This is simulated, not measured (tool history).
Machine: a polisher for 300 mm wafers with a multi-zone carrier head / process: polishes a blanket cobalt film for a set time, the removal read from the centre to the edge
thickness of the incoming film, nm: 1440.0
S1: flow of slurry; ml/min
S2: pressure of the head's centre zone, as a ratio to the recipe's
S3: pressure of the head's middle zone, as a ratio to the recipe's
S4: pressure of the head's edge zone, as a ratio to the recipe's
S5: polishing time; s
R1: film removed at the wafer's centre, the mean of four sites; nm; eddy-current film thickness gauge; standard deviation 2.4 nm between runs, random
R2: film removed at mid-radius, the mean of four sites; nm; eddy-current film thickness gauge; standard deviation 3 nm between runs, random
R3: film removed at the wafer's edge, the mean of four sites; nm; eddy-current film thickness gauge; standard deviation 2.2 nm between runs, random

{"run": 1, "day": 0.0, "S1": 220, "S2": 1, "S3": 1, "S4": 1, "S5": 75, "R1": 273.64, "R2": 279.3, "R3": 270.51}
{"run": 2, "day": 0.271, "S1": 175, "S2": 1, "S3": 1, "S4": 1, "S5": 75, "R1": 260.53, "R2": 261.14, "R3": 261.4}
{"run": 3, "day": 0.483, "S1": 175, "S2": 0.97, "S3": 1, "S4": 1, "S5": 75, "R1": 250.6, "R2": 261.35, "R3": 258.28}
{"run": 4, "day": 0.517, "S1": 175, "S2": 0.97, "S3": 0.92, "S4": 1, "S5": 75, "R1": 248.78, "R2": 245.53, "R3": 253.7}
{"run": 5, "day": 0.738, "S1": 185, "S2": 0.95, "S3": 0.93, "S4": 0.95, "S5": 71, "R1": 232.5, "R2": 240.95, "R3": 244.16}
{"run": 6, "day": 0.821, "S1": 185, "S2": 0.9, "S3": 0.93, "S4": 0.95, "S5": 71, "R1": 224.4, "R2": 241.3, "R3": 244.75}

What will run 7 give?
{"run": 7, "day": 0.929, "S1": 185, "S2": 0.92, "S3": 0.96, "S4": 0.91, "S5": 66, "R1": "?", "R2": "?", "R3": "?"}

Run 7 yielded R1 210.43 nm, R2 225.59 nm, R3 219.36 nm.
